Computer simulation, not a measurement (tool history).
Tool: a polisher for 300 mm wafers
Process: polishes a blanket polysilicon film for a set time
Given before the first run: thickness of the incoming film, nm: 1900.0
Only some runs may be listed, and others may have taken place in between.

run,hour,flow of slurry (ml/min),pressure of the wafer on the pad (psi),speed of the pad under the wafer (m/s),polishing time (s),film removed (Å)
1,0.0,255,2.6,1.08,84,5095.3
2,4.0,255,2.2,1.06,84,4303.7
3,5.8,255,2.2,1.06,84,4333.4
4,11.5,255,2.7,1.06,84,5329.8
5,16.4,255,2.7,0.82,84,4387.5
6,21.0,255,2.4,0.82,84,3847.8
7,29.4,255,2.2,0.82,84,3499.7
8,34.4,255,2.1,0.82,84,3454.4

Forecast run 9:
9,40.6,255,2.0,0.82,84,?

{"run 9": {"film removed (Å)": 3220.2}}
